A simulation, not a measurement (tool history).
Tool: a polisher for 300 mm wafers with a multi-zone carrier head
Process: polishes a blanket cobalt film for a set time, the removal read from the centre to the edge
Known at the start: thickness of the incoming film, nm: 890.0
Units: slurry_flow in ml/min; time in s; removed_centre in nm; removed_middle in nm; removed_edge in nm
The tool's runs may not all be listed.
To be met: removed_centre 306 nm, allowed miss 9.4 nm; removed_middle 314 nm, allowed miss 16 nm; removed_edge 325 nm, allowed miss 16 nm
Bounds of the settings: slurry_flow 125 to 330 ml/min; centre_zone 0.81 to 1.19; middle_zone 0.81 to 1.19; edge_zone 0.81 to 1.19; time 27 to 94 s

run    day  slurry_flow  centre_zone  middle_zone  edge_zone  time  removed_centre  removed_middle  removed_edge
  1      0          210            1            1          1    60          351.37          354.19        358.04
  2  0.221          205         0.99         0.99       0.99    59           342.5           357.1        343.36
  3  0.404          205         0.99         0.99       0.99    69          398.29          407.56        403.06
  4  0.562          205         0.99         1.04       0.99    69          401.79          413.72        409.67
  5  0.696          205         0.99         1.04       0.99    80           460.8          497.88        466.98
  6  0.738          250         0.99         1.04       0.99    80          482.44          505.89        470.98
  7  0.767          250         0.98         1.01       0.99    75          447.56          457.83        450.33
  8   0.85          200         0.92         0.96       0.89    58          316.49           332.5         324.7

5 next moves are on the table. One of them brings every result within its allowed miss. Which?
  A  0.933          200         1.03         0.98       0.83    54               ?               ?             ?
  B  0.933          230         1.12            1        0.9    53               ?               ?             ?
  C  0.933          180         0.92         0.94       0.94    58               ?               ?             ?
  D  0.933          215         0.98         0.93       0.89    56               ?               ?             ?
  E  0.933          190         0.91         0.92       0.91    61               ?               ?             ?

move  removed_centre  removed_middle  removed_edge
   A          319.67          316.97        291.49
   B          344.51          322.84        300.79
   C          306.43          323.05        326.52
   D          321.91          318.13        314.33
   E          322.77          336.91        340.89
A: brings the result that was furthest off to its target, and leaves another outside
B: brings the result that was furthest off to its target, and leaves another outside
C: meets every target
D: brings the result that was furthest off to its target, and leaves another outside
E: further off than the last run
Move C is the one to make.

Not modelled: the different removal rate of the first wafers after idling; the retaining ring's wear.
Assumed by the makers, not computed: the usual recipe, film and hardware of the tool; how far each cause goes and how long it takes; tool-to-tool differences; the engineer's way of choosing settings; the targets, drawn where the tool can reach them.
